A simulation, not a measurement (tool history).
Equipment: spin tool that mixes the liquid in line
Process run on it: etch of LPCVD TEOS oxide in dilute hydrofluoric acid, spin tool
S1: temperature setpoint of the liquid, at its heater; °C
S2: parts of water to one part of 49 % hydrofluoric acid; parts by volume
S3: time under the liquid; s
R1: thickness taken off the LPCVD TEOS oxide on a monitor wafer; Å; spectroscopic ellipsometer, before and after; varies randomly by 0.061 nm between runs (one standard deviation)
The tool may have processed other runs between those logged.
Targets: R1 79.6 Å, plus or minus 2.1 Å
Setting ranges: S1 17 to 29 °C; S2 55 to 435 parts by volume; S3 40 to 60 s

Run 1, hour 0: S1 21 °C, S2 245 parts by volume, S3 60 s. Result: R1 30.33 Å.
Run 2, hour 8.3: S1 19 °C, S2 245 parts by volume, S3 60 s. Result: R1 27.762 Å.
Run 3, hour 12.5: S1 20.5 °C, S2 225 parts by volume, S3 60 s. Result: R1 32.825 Å.
Run 4, hour 14.5: S1 17.5 °C, S2 225 parts by volume, S3 60 s. Result: R1 29.743 Å.
Run 5, hour 23: S1 17 °C, S2 225 parts by volume, S3 60 s. Result: R1 29.015 Å.
Run 6, hour 24.6: S1 18.5 °C, S2 210 parts by volume, S3 60 s. Result: R1 33.143 Å.
Run 7, hour 30.7: S1 20 °C, S2 195 parts by volume, S3 60 s. Result: R1 38.792 Å.
Run 8, hour 37.7: S1 21 °C, S2 185 parts by volume, S3 60 s. Result: R1 43.023 Å.

Of the 4 settings listed for the next run, only one would bring every result within its allowed miss of target. Which one?
Run A, hour 44.7: S1 26.5 °C, S2 155 parts by volume, S3 60 s. Result: R1 ?.
Run B, hour 44.7: S1 19 °C, S2 285 parts by volume, S3 40 s. Result: R1 ?.
Run C, hour 44.7: S1 21 °C, S2 140 parts by volume, S3 60 s. Result: R1 ?.
Run D, hour 44.7: S1 22.5 °C, S2 115 parts by volume, S3 60 s. Result: R1 ?.

move      R1
   A   65.36
   B  15.697
   C    59.6
   D   79.19
A: better than the last run, though not everything is in spec
B: moves away from the targets compared with the last run
C: better than the last run, though not everything is in spec
D: every result lands within tolerance
Answer: D

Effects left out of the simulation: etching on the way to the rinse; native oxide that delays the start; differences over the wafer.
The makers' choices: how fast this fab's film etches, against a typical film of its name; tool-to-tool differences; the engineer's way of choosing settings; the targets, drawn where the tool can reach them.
